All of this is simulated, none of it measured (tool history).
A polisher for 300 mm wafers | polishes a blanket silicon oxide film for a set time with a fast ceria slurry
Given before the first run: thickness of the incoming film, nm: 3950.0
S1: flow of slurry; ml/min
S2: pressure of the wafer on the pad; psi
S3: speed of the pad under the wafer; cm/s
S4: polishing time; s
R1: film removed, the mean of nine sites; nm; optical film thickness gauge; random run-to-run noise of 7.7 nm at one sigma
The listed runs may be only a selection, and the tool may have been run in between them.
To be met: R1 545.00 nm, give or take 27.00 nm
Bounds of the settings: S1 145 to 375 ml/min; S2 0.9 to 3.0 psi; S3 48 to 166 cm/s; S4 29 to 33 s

| run | day | S1 | S2 | S3 | S4 | R1 |
|---|---|---|---|---|---|---|
| 1 | 0.000 | 240 | 1.9 | 106 | 33 | 414.53 |
| 2 | 0.146 | 240 | 1.9 | 120 | 33 | 477.59 |
| 3 | 0.442 | 240 | 1.9 | 120 | 29 | 413.39 |
| 4 | 0.596 | 190 | 1.9 | 120 | 29 | 394.33 |
| 5 | 0.808 | 200 | 2.0 | 120 | 29 | 414.39 |
| 6 | 0.879 | 200 | 2.5 | 120 | 29 | 492.05 |
| 7 | 1.012 | 205 | 2.5 | 120 | 29 | 494.71 |
| 8 | 1.254 | 210 | 2.5 | 120 | 29 | 494.91 |
| 9 | 1.479 | 215 | 2.5 | 120 | 29 | 495.74 |
| 10 | 1.788 | 220 | 2.5 | 120 | 29 | 502.75 |
| 11 | 1.842 | 225 | 2.5 | 120 | 29 | 495.38 |

Which single option among these 5 for the next run brings every result within its allowed miss of target? Just one does.
| A | 1.896 | 255 | 2.3 | 116 | 30 | ? |
| B | 1.896 | 295 | 2.5 | 106 | 30 | ? |
| C | 1.896 | 210 | 2.6 | 132 | 31 | ? |
| D | 1.896 | 255 | 2.4 | 116 | 29 | ? |
| E | 1.896 | 300 | 2.3 | 116 | 33 | ? |

| move | R1 |
|---|---|
| A | 489.96 |
| B | 486.91 |
| C | 618.13 |
| D | 489.86 |
| E | 547.98 |
A: misses by more than the last run did
B: misses by more than the last run did
C: takes the biggest miss from the last run beyond its target
D: misses by more than the last run did
E: all results in spec
E is the move that brings every result within its allowed miss.

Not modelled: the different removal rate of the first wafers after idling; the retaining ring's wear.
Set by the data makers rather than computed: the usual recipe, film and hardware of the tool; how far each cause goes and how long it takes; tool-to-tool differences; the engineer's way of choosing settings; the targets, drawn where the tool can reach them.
